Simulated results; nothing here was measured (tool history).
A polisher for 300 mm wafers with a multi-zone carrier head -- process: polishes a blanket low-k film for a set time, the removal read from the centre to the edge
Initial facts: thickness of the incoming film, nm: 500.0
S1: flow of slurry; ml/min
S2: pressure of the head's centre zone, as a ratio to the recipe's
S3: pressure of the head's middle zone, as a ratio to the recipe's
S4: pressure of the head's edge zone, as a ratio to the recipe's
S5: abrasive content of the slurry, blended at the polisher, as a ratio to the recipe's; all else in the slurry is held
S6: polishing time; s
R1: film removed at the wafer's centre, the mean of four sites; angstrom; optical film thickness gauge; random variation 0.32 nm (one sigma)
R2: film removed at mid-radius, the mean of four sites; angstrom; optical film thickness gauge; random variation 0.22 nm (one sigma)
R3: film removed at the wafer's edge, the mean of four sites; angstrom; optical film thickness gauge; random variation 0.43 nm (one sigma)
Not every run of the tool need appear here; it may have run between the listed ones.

| run | hour | S1 | S2 | S3 | S4 | S5 | S6 | R1 | R2 | R3 |
|---|---|---|---|---|---|---|---|---|---|---|
| 1 | 0 | 295 | 1 | 1 | 1 | 1 | 82 | 236.75 | 240.76 | 230.3 |
| 2 | 8.1 | 295 | 0.96 | 1 | 1 | 1 | 82 | 227.7 | 238.76 | 234.29 |
| 3 | 12.9 | 295 | 0.96 | 1 | 1 | 0.85 | 82 | 209.69 | 219.63 | 208.38 |
| 4 | 20.6 | 295 | 0.96 | 1 | 1 | 0.85 | 93 | 233.86 | 247.58 | 238.57 |
| 5 | 27.7 | 305 | 0.99 | 0.99 | 1.02 | 0.95 | 93 | 259.9 | 263.08 | 256.67 |
|  | 28.7 | edge zone pressure recalibrated |
| 6 | 28.7 | 310 | 1.01 | 0.98 | 1.04 | 1.05 | 93 | 281.67 | 276.69 | 281.85 |
| 7 | 34.3 | 395 | 1.11 | 0.94 | 1.07 | 1.3 | 94 | 355.22 | 306.38 | 332.09 |
| 8 | 38.4 | 395 | 1.12 | 0.94 | 1.07 | 1.35 | 94 | 363.99 | 309.53 | 336.74 |
| 9 | 41.6 | 400 | 1.13 | 0.94 | 1.08 | 1.35 | 95 | 372.98 | 310.15 | 344.73 |
| 10 | 49.4 | 400 | 1.14 | 0.94 | 1.08 | 1.35 | 95 | 376.27 | 313.51 | 336.27 |

For run 11, what comes out?
| 11 | 51.4 | 425 | 1.19 | 0.9 | 1.18 | 1.5 | 98 | ? | ? | ? |

Run 11 yielded R1 427.4 angstrom, R2 329.42 angstrom, R3 382.23 angstrom.
